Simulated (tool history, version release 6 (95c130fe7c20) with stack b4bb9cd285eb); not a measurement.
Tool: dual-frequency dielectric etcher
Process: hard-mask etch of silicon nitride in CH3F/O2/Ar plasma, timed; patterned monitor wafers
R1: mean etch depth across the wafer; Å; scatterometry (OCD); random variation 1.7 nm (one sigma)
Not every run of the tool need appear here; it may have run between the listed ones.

{"run": 1, "day": 0.0, "source power (W)": 440, "bias power (W)": 76, "etch time (s)": 304.5, "R1": 2352.6}
{"run": 2, "day": 0.267, "source power (W)": 360, "bias power (W)": 76, "etch time (s)": 304.5, "R1": 2176.1}
{"run": 3, "day": 0.4, "source power (W)": 400, "bias power (W)": 78, "etch time (s)": 305, "R1": 2324}
{"run": 4, "day": 0.562, "source power (W)": 430, "bias power (W)": 79, "etch time (s)": 305, "R1": 2358.6}
{"run": 5, "day": 0.638, "source power (W)": 430, "bias power (W)": 79, "etch time (s)": 318, "R1": 2467}
{"run": 6, "day": 0.758, "source power (W)": 380, "bias power (W)": 79, "etch time (s)": 318, "R1": 2366.2}

What does the tool deliver on the next run?
{"run": 7, "day": 1.038, "source power (W)": 410, "bias power (W)": 80, "etch time (s)": 318, "R1": "?"}

{"run 7": {"R1": 2449.7}}
